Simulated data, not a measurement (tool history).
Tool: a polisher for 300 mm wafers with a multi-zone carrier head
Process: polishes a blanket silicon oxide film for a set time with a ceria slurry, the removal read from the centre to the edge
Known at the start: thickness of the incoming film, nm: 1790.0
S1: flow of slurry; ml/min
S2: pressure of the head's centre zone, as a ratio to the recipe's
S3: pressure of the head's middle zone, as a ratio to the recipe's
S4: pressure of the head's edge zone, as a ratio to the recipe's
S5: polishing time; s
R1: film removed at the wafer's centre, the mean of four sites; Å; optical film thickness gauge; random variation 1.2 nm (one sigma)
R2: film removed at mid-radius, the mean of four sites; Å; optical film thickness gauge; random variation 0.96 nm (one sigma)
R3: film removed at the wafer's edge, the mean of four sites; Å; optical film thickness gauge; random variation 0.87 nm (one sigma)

run,hour,S1,S2,S3,S4,S5,R1,R2,R3
1,0,275,1,1,1,42,1461.6,1435,1380.2
2,1.4,275,1,1,1,36,1276.2,1251.4,1179.8
3,8.8,275,1.04,1,1,36,1310.3,1266.3,1182
4,14.6,270,1.01,0.99,1.01,36,1281.1,1223.3,1188.2
# hour 18.3: edge zone pressure recalibrated
5,18.3,270,1.08,0.99,1.01,36,1365.5,1216.1,1256.1
6,24.3,270,1.08,0.99,0.97,36,1379.2,1240.2,1242.6
7,28.1,270,1.08,0.99,0.97,36,1389.1,1223.7,1251

Forecast run 8:
8,30.4,255,1.06,0.98,1,36,?,?,?

R1: 1301.8 Å
R2: 1211.5 Å
R3: 1248 Å
